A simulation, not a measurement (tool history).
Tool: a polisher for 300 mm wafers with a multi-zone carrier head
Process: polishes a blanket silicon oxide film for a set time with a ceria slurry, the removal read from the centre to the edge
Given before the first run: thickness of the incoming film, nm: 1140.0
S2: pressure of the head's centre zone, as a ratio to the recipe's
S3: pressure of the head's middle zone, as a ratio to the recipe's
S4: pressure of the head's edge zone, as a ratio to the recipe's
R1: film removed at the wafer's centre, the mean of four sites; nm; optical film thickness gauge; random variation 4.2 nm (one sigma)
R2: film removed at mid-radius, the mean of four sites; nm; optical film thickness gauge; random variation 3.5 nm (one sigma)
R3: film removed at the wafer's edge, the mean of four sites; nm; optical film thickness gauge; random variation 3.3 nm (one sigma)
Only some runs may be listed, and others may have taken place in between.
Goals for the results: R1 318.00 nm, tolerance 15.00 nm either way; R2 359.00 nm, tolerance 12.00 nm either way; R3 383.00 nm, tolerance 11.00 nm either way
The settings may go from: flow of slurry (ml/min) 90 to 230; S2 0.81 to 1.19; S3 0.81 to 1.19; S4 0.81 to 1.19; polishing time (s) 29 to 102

run 1 day=0.000 | flow_of_slurry_(ml/min)=150 S2=1.00 S3=1.00 S4=1.00 polishing_time_(s)=65 | R1=264.82 R2=261.05 R3=269.94
run 2 day=0.217 | flow_of_slurry_(ml/min)=130 S2=1.00 S3=1.00 S4=1.00 polishing_time_(s)=65 | R1=263.00 R2=257.35 R3=259.28
run 3 day=0.304 | flow_of_slurry_(ml/min)=145 S2=1.00 S3=1.02 S4=1.03 polishing_time_(s)=67 | R1=269.47 R2=279.28 R3=275.86
run 4 day=0.638 | flow_of_slurry_(ml/min)=145 S2=0.93 S3=1.02 S4=1.03 polishing_time_(s)=67 | R1=252.99 R2=273.94 R3=275.76
run 5 day=0.900 | flow_of_slurry_(ml/min)=145 S2=0.90 S3=1.02 S4=1.03 polishing_time_(s)=67 | R1=246.86 R2=276.46 R3=274.68
run 6 day=1.121 | flow_of_slurry_(ml/min)=155 S2=0.91 S3=1.02 S4=1.06 polishing_time_(s)=69 | R1=257.70 R2=288.67 R3=294.12
run 7 day=1.354 | flow_of_slurry_(ml/min)=165 S2=0.92 S3=1.02 S4=1.08 polishing_time_(s)=70 | R1=264.05 R2=293.19 R3=297.87
run 8 day=1.521 | flow_of_slurry_(ml/min)=170 S2=0.92 S3=1.02 S4=1.10 polishing_time_(s)=72 | R1=277.73 R2=299.64 R3=311.46
run 9 day=1.842 | flow_of_slurry_(ml/min)=175 S2=0.91 S3=1.02 S4=1.12 polishing_time_(s)=74 | R1=285.12 R2=314.98 R3=326.70
run 10 day=1.892 | flow_of_slurry_(ml/min)=180 S2=0.90 S3=1.02 S4=1.13 polishing_time_(s)=75 | R1=286.37 R2=317.69 R3=329.98
run 11 day=2.246 | flow_of_slurry_(ml/min)=180 S2=0.89 S3=1.02 S4=1.14 polishing_time_(s)=77 | R1=281.84 R2=330.89 R3=337.08
run 12 day=2.312 | flow_of_slurry_(ml/min)=200 S2=0.92 S3=0.97 S4=1.19 polishing_time_(s)=84 | R1=337.76 R2=350.57 R3=388.36

Consider the 5 candidate settings below. Which is the only one whose results all fall within their allowed miss of target?
run A day=2.379 | flow_of_slurry_(ml/min)=215 S2=0.87 S3=0.99 S4=1.18 polishing_time_(s)=84 | R1=? R2=? R3=?
run B day=2.379 | flow_of_slurry_(ml/min)=190 S2=0.94 S3=0.90 S4=1.16 polishing_time_(s)=88 | R1=? R2=? R3=?
run C day=2.379 | flow_of_slurry_(ml/min)=135 S2=0.89 S3=0.91 S4=1.17 polishing_time_(s)=95 | R1=? R2=? R3=?
run D day=2.379 | flow_of_slurry_(ml/min)=190 S2=0.86 S3=0.97 S4=1.19 polishing_time_(s)=89 | R1=? R2=? R3=?
run E day=2.379 | flow_of_slurry_(ml/min)=210 S2=0.91 S3=0.90 S4=1.19 polishing_time_(s)=85 | R1=? R2=? R3=?

move=A R1=313.76 R2=360.71 R3=387.90
move=B R1=347.94 R2=342.47 R3=398.38
move=C R1=329.82 R2=349.26 R3=411.46
move=D R1=321.86 R2=368.86 R3=407.05
move=E R1=330.79 R2=335.85 R3=393.48
A: meets every target
B: further off than the last run
C: gets the furthest-off result to its target, but another result is out of tolerance
D: gets the furthest-off result to its target, but another result is out of tolerance
E: gets the furthest-off result to its target, but another result is out of tolerance
Go with A: it meets all targets.
